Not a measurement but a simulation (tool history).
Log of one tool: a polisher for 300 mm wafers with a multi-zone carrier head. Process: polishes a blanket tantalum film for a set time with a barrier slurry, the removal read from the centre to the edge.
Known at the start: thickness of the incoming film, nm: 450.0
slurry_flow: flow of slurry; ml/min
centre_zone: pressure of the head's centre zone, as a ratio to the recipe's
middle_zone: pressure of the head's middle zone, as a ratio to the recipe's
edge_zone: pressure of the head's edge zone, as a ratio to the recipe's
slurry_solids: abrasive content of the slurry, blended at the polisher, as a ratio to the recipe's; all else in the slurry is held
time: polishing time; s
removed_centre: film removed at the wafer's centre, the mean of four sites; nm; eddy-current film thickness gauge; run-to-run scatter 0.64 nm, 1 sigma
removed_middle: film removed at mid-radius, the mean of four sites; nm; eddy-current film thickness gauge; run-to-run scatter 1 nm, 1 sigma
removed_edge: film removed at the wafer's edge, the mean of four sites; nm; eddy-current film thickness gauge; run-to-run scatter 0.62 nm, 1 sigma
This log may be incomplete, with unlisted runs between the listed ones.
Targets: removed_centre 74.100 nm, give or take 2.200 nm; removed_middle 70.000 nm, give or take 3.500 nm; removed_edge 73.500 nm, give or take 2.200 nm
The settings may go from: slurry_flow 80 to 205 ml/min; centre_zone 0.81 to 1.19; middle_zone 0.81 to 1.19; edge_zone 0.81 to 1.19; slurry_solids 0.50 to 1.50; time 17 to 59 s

{"run": 1, "hour": 0.0, "slurry_flow": 135, "centre_zone": 1.0, "middle_zone": 1.0, "edge_zone": 1.0, "slurry_solids": 1.0, "time": 38, "removed_centre": 54.367, "removed_middle": 54.853, "removed_edge": 54.957}
{"run": 2, "hour": 6.7, "slurry_flow": 160, "centre_zone": 1.0, "middle_zone": 1.0, "edge_zone": 1.0, "slurry_solids": 1.0, "time": 38, "removed_centre": 56.202, "removed_middle": 56.997, "removed_edge": 56.768}
{"run": 3, "hour": 10.8, "slurry_flow": 165, "centre_zone": 1.02, "middle_zone": 1.0, "edge_zone": 1.04, "slurry_solids": 1.1, "time": 38, "removed_centre": 58.472, "removed_middle": 59.837, "removed_edge": 58.74}
{"run": 4, "hour": 11.6, "slurry_flow": 165, "centre_zone": 1.03, "middle_zone": 0.97, "edge_zone": 1.06, "slurry_solids": 1.2, "time": 39, "removed_centre": 62.025, "removed_middle": 58.466, "removed_edge": 61.668}
{"run": 5, "hour": 19.5, "slurry_flow": 170, "centre_zone": 1.04, "middle_zone": 0.98, "edge_zone": 1.08, "slurry_solids": 1.3, "time": 40, "removed_centre": 65.921, "removed_middle": 61.986, "removed_edge": 65.372}
{"run": 6, "hour": 24.9, "slurry_flow": 175, "centre_zone": 1.05, "middle_zone": 0.99, "edge_zone": 1.1, "slurry_solids": 1.35, "time": 40, "removed_centre": 66.577, "removed_middle": 63.203, "removed_edge": 66.785}
{"run": 7, "hour": 32.1, "slurry_flow": 180, "centre_zone": 1.06, "middle_zone": 1.0, "edge_zone": 1.11, "slurry_solids": 1.4, "time": 40, "removed_centre": 69.238, "removed_middle": 65.648, "removed_edge": 69.003}
{"run": 8, "hour": 36.2, "slurry_flow": 185, "centre_zone": 1.07, "middle_zone": 1.0, "edge_zone": 1.12, "slurry_solids": 1.4, "time": 40, "removed_centre": 69.195, "removed_middle": 66.229, "removed_edge": 68.803}
{"run": 9, "hour": 43.5, "slurry_flow": 185, "centre_zone": 1.08, "middle_zone": 1.0, "edge_zone": 1.13, "slurry_solids": 1.45, "time": 40, "removed_centre": 71.067, "removed_middle": 66.276, "removed_edge": 69.562}
{"run": 10, "hour": 48.9, "slurry_flow": 185, "centre_zone": 1.08, "middle_zone": 1.0, "edge_zone": 1.14, "slurry_solids": 1.45, "time": 40, "removed_centre": 69.852, "removed_middle": 65.224, "removed_edge": 70.965}
{"run": 11, "hour": 51.3, "slurry_flow": 190, "centre_zone": 1.09, "middle_zone": 1.01, "edge_zone": 1.14, "slurry_solids": 1.45, "time": 40, "removed_centre": 71.205, "removed_middle": 65.209, "removed_edge": 70.684}
{"run": 12, "hour": 54.9, "slurry_flow": 190, "centre_zone": 1.09, "middle_zone": 1.02, "edge_zone": 1.14, "slurry_solids": 1.45, "time": 40, "removed_centre": 70.859, "removed_middle": 68.283, "removed_edge": 69.89}
{"run": 13, "hour": 57.1, "slurry_flow": 190, "centre_zone": 1.09, "middle_zone": 1.02, "edge_zone": 1.15, "slurry_solids": 1.45, "time": 40, "removed_centre": 70.652, "removed_middle": 67.271, "removed_edge": 70.773}

Of the 5 settings listed for the next run, only one would bring every result within its allowed miss of target. Which one?
{"run": "A", "hour": 59.3, "slurry_flow": 180, "centre_zone": 1.08, "middle_zone": 0.97, "edge_zone": 1.13, "slurry_solids": 1.4, "time": 40, "removed_centre": "?", "removed_middle": "?", "removed_edge": "?"}
{"run": "B", "hour": 59.3, "slurry_flow": 180, "centre_zone": 1.19, "middle_zone": 0.89, "edge_zone": 1.04, "slurry_solids": 1.4, "time": 42, "removed_centre": "?", "removed_middle": "?", "removed_edge": "?"}
{"run": "C", "hour": 59.3, "slurry_flow": 205, "centre_zone": 1.01, "middle_zone": 1.02, "edge_zone": 1.17, "slurry_solids": 1.4, "time": 41, "removed_centre": "?", "removed_middle": "?", "removed_edge": "?"}
{"run": "D", "hour": 59.3, "slurry_flow": 160, "centre_zone": 1.14, "middle_zone": 1.05, "edge_zone": 1.17, "slurry_solids": 1.5, "time": 42, "removed_centre": "?", "removed_middle": "?", "removed_edge": "?"}
{"run": "E", "hour": 59.3, "slurry_flow": 200, "centre_zone": 1.16, "middle_zone": 1.08, "edge_zone": 1.09, "slurry_solids": 1.5, "time": 39, "removed_centre": "?", "removed_middle": "?", "removed_edge": "?"}

move=A removed_centre=69.266 removed_middle=63.400 removed_edge=68.100
move=B removed_centre=78.284 removed_middle=61.939 removed_edge=68.658
move=C removed_centre=69.093 removed_middle=69.211 removed_edge=72.102
move=D removed_centre=75.057 removed_middle=70.618 removed_edge=72.579
move=E removed_centre=73.701 removed_middle=69.766 removed_edge=66.804
A: further off than the last run
B: takes the biggest miss from the last run beyond its target
C: further off than the last run
D: every result lands within tolerance
E: the worst result of the last run now meets its target, but another is out of spec
Move D is the one to make.

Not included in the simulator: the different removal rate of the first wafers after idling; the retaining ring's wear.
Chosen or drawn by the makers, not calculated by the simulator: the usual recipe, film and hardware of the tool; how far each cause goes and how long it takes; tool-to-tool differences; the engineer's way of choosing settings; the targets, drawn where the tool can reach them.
